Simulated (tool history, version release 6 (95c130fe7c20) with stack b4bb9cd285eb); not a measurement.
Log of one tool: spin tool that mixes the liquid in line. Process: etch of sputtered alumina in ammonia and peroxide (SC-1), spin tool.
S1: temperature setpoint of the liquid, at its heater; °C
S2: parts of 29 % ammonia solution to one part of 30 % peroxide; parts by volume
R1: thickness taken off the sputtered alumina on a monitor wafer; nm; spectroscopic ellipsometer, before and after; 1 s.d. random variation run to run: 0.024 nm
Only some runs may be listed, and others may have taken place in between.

run 1 day=0 | S1=56 S2=1 time_under_the_liquid_(s)=60 | R1=5.4931
run 2 day=0.071 | S1=56 S2=1 time_under_the_liquid_(s)=60 | R1=5.4833
run 3 day=0.221 | S1=56 S2=1 time_under_the_liquid_(s)=60 | R1=5.4675
run 4 day=0.325 | S1=57.5 S2=1 time_under_the_liquid_(s)=60 | R1=5.9315
run 5 day=0.417 | S1=58.5 S2=1 time_under_the_liquid_(s)=60 | R1=6.2258
run 6 day=0.754 | S1=59 S2=1 time_under_the_liquid_(s)=60 | R1=6.4202
run 7 day=1 | S1=59.5 S2=1 time_under_the_liquid_(s)=60 | R1=6.6053

Run 8, settings as shown, results not yet in. Your forecast:
run 8 day=1.054 | S1=60 S2=1 time_under_the_liquid_(s)=60 | R1=?

{"run 8": {"R1": 6.7522}}
